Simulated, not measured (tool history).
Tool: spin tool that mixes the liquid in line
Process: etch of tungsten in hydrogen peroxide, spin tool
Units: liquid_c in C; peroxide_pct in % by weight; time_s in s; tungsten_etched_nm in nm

run    day  liquid_c  peroxide_pct  time_s  tungsten_etched_nm
  1      0        58          24.5      15              41.899
  2  0.246        58          27.5      15              44.553
  3  0.333        51          27.5      15              29.274
  4  0.521      50.5          27.5      15              28.309
  5  0.554      50.5          27.5      15              28.074
  6  0.608        50          27.5      15              27.525
  7   0.65        50          27.5      15              27.215

Run 8 comes next. What will it give?
  8  1.025        46          27.5      15                   ?

tungsten_etched_nm: 21.525 nm
